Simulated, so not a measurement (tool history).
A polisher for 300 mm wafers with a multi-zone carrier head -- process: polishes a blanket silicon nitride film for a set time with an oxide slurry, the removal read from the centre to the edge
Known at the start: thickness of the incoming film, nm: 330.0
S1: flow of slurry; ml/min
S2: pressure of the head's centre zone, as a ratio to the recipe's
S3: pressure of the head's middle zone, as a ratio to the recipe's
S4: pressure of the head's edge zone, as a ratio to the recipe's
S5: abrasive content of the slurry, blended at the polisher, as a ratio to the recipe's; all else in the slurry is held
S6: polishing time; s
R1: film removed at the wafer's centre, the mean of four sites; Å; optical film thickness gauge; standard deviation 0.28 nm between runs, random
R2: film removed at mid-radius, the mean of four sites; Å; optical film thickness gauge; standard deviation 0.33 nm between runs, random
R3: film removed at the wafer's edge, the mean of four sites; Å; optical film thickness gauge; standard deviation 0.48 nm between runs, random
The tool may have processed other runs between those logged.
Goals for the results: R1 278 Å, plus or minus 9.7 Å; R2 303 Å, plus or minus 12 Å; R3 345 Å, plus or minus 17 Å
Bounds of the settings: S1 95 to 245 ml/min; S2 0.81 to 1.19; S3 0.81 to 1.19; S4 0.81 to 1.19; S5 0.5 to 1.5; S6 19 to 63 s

run 1 hour=0 | S1=155 S2=1 S3=1 S4=1 S5=1 S6=41 | R1=327.52 R2=324.55 R3=343.8
run 2 hour=0.6 | S1=155 S2=1 S3=1 S4=1 S5=1.1 S6=41 | R1=343.81 R2=347.29 R3=361.58
run 3 hour=8.7 | S1=155 S2=1.08 S3=1 S4=1 S5=1.1 S6=41 | R1=366.82 R2=348.94 R3=357.34
run 4 hour=10.1 | S1=155 S2=1.08 S3=1 S4=1 S5=1.1 S6=32 | R1=280.04 R2=269.82 R3=284.45
run 5 hour=16.4 | S1=160 S2=1.06 S3=1 S4=1.03 S5=1.15 S6=32 | R1=284.73 R2=274.97 R3=286.61
run 6 hour=20.9 | S1=160 S2=1.06 S3=1 S4=1.03 S5=1.05 S6=32 | R1=274.05 R2=266.21 R3=279.2
run 7 hour=28.8 | S1=160 S2=1.06 S3=1 S4=1.03 S5=1.05 S6=32 | R1=274.92 R2=271.61 R3=281.88
run 8 hour=30 | S1=155 S2=1.02 S3=1 S4=1.05 S5=1.15 S6=32 | R1=277.6 R2=277.63 R3=291.47
run 9 hour=30.7 | S1=150 S2=0.98 S3=0.99 S4=1.06 S5=1.2 S6=32 | R1=271.19 R2=281.34 R3=299.04
run 10 hour=34.9 | S1=150 S2=0.96 S3=0.98 S4=1.07 S5=1.25 S6=32 | R1=270.05 R2=281.06 R3=298.64
run 11 hour=38.1 | S1=145 S2=0.94 S3=0.97 S4=1.09 S5=1.3 S6=32 | R1=269.73 R2=286.05 R3=312.25
run 12 hour=45.7 | S1=145 S2=0.93 S3=0.97 S4=1.11 S5=1.3 S6=32 | R1=264.75 R2=281.71 R3=315.03
run 13 hour=48.6 | S1=150 S2=0.93 S3=0.97 S4=1.12 S5=1.3 S6=32 | R1=262.02 R2=277.37 R3=313.48
run 14 hour=54.5 | S1=150 S2=0.93 S3=0.97 S4=1.13 S5=1.35 S6=32 | R1=265.27 R2=289.7 R3=325.19
-- hour=61.7 slurry nozzle cleaned
run 15 hour=61.7 | S1=155 S2=0.94 S3=0.97 S4=1.13 S5=1.35 S6=32 | R1=289.88 R2=298.38 R3=334.85
run 16 hour=66.1 | S1=155 S2=0.94 S3=0.97 S4=1.13 S5=1.35 S6=32 | R1=290.11 R2=300.3 R3=331.85

Pick the move, out of 5, that brings all results within their allowed miss; only one does.
run A hour=70.5 | S1=140 S2=0.89 S3=0.96 S4=1.16 S5=1.3 S6=33 | R1=? R2=? R3=?
run B hour=70.5 | S1=180 S2=1.04 S3=1.05 S4=1.04 S5=1.4 S6=29 | R1=? R2=? R3=?
run C hour=70.5 | S1=160 S2=0.94 S3=1.13 S4=0.99 S5=1.5 S6=29 | R1=? R2=? R3=?
run D hour=70.5 | S1=190 S2=0.93 S3=1.13 S4=1.04 S5=1.5 S6=29 | R1=? R2=? R3=?
run E hour=70.5 | S1=155 S2=0.95 S3=1.02 S4=1.09 S5=1.35 S6=34 | R1=? R2=? R3=?

move=A R1=275.1 R2=298.32 R3=338.25
move=B R1=295.67 R2=300.83 R3=296.26
move=C R1=273.23 R2=323.64 R3=292.99
move=D R1=277.58 R2=330.93 R3=305.04
move=E R1=309.16 R2=332.89 R3=345.82
A: all results land within tolerance of their targets
B: its largest miss is bigger than the last run's
C: meets the target for the result that was furthest off, but another lies outside its allowed miss
D: meets the target for the result that was furthest off, but another lies outside its allowed miss
E: its largest miss is bigger than the last run's
So the answer is move A, the one that meets all the targets.

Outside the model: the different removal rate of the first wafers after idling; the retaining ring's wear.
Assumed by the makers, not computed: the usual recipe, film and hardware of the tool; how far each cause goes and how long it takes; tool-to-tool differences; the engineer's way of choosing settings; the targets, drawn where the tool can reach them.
